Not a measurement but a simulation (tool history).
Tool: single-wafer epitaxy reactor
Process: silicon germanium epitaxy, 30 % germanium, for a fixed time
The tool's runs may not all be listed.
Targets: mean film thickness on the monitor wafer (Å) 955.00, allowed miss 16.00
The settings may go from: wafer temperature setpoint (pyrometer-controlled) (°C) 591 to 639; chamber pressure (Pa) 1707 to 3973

| run | day | wafer temperature setpoint (pyrometer-controlled) (°C) | chamber pressure (Pa) | mean film thickness on the monitor wafer (Å) |
|---|---|---|---|---|
| 1 | 0.000 | 615 | 2840 | 755.56 |
| 2 | 0.362 | 618 | 2853 | 790.85 |
| 3 | 0.558 | 621 | 2866 | 840.88 |
| 4 | 0.788 | 623 | 2866 | 864.67 |
|  | 1.025 | pyrometer calibrated |
| 5 | 1.025 | 625 | 2866 | 970.45 |
| 6 | 1.271 | 631 | 2866 | 1072.30 |
| 7 | 1.375 | 630 | 2866 | 1052.90 |
| 8 | 1.538 | 629 | 2866 | 1036.40 |
| 9 | 1.750 | 629 | 2866 | 1034.00 |
| 10 | 2.088 | 628 | 2866 | 1023.40 |
| 11 | 2.367 | 627 | 2866 | 994.89 |
| 12 | 2.500 | 626 | 2866 | 994.92 |

Which of these 4 next moves meets every target?
| A | 2.633 | 629 | 2880 | ? |
| B | 2.633 | 629 | 2906 | ? |
| C | 2.633 | 624 | 3066 | ? |
| D | 2.633 | 630 | 2360 | ? |

| move | mean film thickness on the monitor wafer (Å) |
|---|---|
| A | 1034.90 |
| B | 1039.40 |
| C | 986.31 |
| D | 954.48 |
A: further off than the last run
B: further off than the last run
C: nearer than the last run, and not there yet
D: meets every target
Move D is the one to make.
